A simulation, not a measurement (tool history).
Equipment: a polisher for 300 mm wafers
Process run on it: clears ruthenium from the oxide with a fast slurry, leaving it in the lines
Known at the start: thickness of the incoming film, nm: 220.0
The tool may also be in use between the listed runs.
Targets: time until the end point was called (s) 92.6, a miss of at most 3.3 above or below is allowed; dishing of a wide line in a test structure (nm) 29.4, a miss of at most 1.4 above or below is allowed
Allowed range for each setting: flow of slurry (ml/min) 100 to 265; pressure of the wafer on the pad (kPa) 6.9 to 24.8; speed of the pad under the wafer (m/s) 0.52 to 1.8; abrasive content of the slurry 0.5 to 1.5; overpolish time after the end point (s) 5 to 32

run,hour,flow of slurry (ml/min),pressure of the wafer on the pad (kPa),speed of the pad under the wafer (m/s),abrasive content of the slurry,overpolish time after the end point (s),time until the end point was called (s),dishing of a wide line in a test structure (nm)
1,0,170,15.9,1.16,1,16,52.831,42.295
2,6.9,205,15.9,1.16,1,16,51.749,43.23
3,9.4,205,15.9,1.16,1.1,16,49.34,44.214
4,12,205,13.8,1.16,1.1,16,56.631,40.574
5,14.3,205,13.8,1.06,1.1,16,61.877,36.931
6,19.7,205,12.4,1.06,1.1,16,67.088,34.976
7,25,205,11.7,1.06,1.1,16,69.6,32.982
8,32.3,205,11,1.06,1.1,17,74.381,34.617
9,33.9,205,10.3,1.06,1.1,17,77.636,32.55
10,34.8,205,10.3,1.06,1.1,17,76.491,32.407
11,35.6,200,9.7,1.06,1.1,17,83.381,31.258

Which one of the following 5 next-run settings gets every result inside its allowed miss? There is exactly one.
A,36.4,165,10.3,1.22,0.65,18,?,?
B,36.4,205,6.9,1.32,1.15,16,?,?
C,36.4,175,9,1.08,1.15,19,?,?
D,36.4,210,9,1.2,0.95,14,?,?
E,36.4,190,8.3,1,1.1,22,?,?

move,time until the end point was called (s),dishing of a wide line in a test structure (nm)
A,92.04,29.101
B,83.266,28.656
C,84.946,32.693
D,81.843,25.857
E,98.095,32.768
A: in spec on every target
B: just as far off the targets as the last run
C: an improvement on the last run, though not all results are within tolerance
D: moves away from the targets compared with the last run
E: takes the result that was furthest off past its target
Move A is the one to make.
